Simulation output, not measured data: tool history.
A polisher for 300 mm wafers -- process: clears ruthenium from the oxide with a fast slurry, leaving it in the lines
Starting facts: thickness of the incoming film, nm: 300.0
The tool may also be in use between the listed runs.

| run | hour | flow of slurry (ml/min) | pressure of the wafer on the pad (psi) | speed of the pad under the wafer (m/s) | abrasive content of the slurry | overpolish time after the end point (s) | time until the end point was called (s) | dishing of a wide line in a test structure (nm) |
|---|---|---|---|---|---|---|---|---|
| 1 | 0.0 | 230 | 3.3 | 0.76 | 1.0 | 9 | 80.992 | 26.014 |
| 2 | 6.2 | 230 | 2.8 | 0.76 | 1.0 | 9 | 97.521 | 23.501 |
| 3 | 9.8 | 230 | 2.8 | 0.76 | 0.9 | 9 | 98.687 | 22.655 |
| 4 | 13.2 | 195 | 2.8 | 0.76 | 0.9 | 9 | 101.000 | 21.719 |
| 5 | 18.9 | 195 | 2.8 | 0.76 | 0.9 | 7 | 100.940 | 17.739 |
| 6 | 24.8 | 195 | 3.4 | 0.76 | 0.9 | 6 | 83.693 | 18.579 |
| 7 | 25.5 | 195 | 3.4 | 0.76 | 0.9 | 6 | 83.752 | 18.628 |
| 8 | 30.8 | 195 | 3.9 | 0.76 | 0.9 | 5 | 71.714 | 17.451 |
| 9 | 38.5 | 200 | 4.9 | 0.78 | 0.9 | 5 | 55.861 | 21.923 |

The next listed run, before its measurement:
| 10 | 45.6 | 200 | 5.0 | 0.78 | 0.9 | 5 | ? | ? |

time until the end point was called (s): 56.112
dishing of a wide line in a test structure (nm): 22.602
